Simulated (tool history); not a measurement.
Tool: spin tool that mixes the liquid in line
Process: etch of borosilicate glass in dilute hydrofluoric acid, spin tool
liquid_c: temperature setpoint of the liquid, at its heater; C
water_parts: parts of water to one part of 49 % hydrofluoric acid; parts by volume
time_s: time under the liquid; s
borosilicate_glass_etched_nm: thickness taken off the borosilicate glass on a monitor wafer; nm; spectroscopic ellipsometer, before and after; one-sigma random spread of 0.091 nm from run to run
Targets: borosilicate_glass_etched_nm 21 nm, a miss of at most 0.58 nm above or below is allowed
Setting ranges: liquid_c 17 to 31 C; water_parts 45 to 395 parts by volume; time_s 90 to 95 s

run	hour	liquid_c	water_parts	time_s	borosilicate_glass_etched_nm
1	0	23	220	90	7.5937
2	4.8	23	255	90	6.3142
3	12.5	25	200	90	9.1592
4	16.9	27.5	200	90	10.063
5	18.9	27.5	150	90	14.105
6	23.4	27.5	185	90	11.071
7	26.1	28.5	160	90	13.646
8	26.9	29	145	90	15.691
9	33.5	31	105	90	24.461
10	42	30	105	90	23.71
11	47.6	29	105	90	22.866
12	56.2	28	105	90	21.966

5 next moves are on the table. One of them brings every result within its allowed miss. Which?
A	64.8	29	105	95	?
B	64.8	30	130	95	?
C	64.8	31	135	95	?
D	64.8	26.5	100	95	?
E	64.8	28.5	115	95	?

move	borosilicate_glass_etched_nm
A	24.098
B	19.525
C	19.364
D	23.152
E	21.303
A: further off than the last run
B: pushes the last run's worst result past its target
C: pushes the last run's worst result past its target
D: further off than the last run
E: in spec on every target
The move that meets every target is E.

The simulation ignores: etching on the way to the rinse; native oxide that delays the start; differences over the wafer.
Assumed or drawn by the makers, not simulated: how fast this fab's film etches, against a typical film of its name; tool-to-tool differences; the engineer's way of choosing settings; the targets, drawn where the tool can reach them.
